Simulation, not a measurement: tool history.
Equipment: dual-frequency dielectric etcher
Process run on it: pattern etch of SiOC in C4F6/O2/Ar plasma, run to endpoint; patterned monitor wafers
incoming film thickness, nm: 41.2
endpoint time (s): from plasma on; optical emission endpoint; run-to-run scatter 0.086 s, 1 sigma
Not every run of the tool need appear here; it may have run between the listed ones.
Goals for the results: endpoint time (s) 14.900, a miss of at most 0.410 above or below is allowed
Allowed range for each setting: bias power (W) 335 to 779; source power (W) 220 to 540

run,hour,bias power (W),source power (W),endpoint time (s)
1,0.0,557,380,12.531
2,0.8,557,310,13.179
3,9.5,540,300,13.461
4,17.1,615,300,12.873
5,20.9,594,290,13.125
6,22.1,540,290,13.640
7,25.8,528,290,13.773
8,26.8,517,290,13.802
# hour 32.5: bias power generator calibrated
9,32.5,506,290,14.262
10,38.8,501,290,14.109
11,44.4,494,290,14.156
12,47.3,494,290,14.209
13,50.0,494,290,14.180

Which single option among these 5 for the next run brings every result within its allowed miss of target? Just one does.
A,52.7,472,260,?
B,52.7,391,240,?
C,52.7,426,220,?
D,52.7,404,250,?
E,52.7,515,360,?

move,endpoint time (s)
A,14.777
B,16.185
C,16.011
D,15.826
E,13.110
A: each result inside its tolerance
B: takes the biggest miss from the last run beyond its target
C: takes the biggest miss from the last run beyond its target
D: takes the biggest miss from the last run beyond its target
E: further off than the last run
The move that meets every target is A.
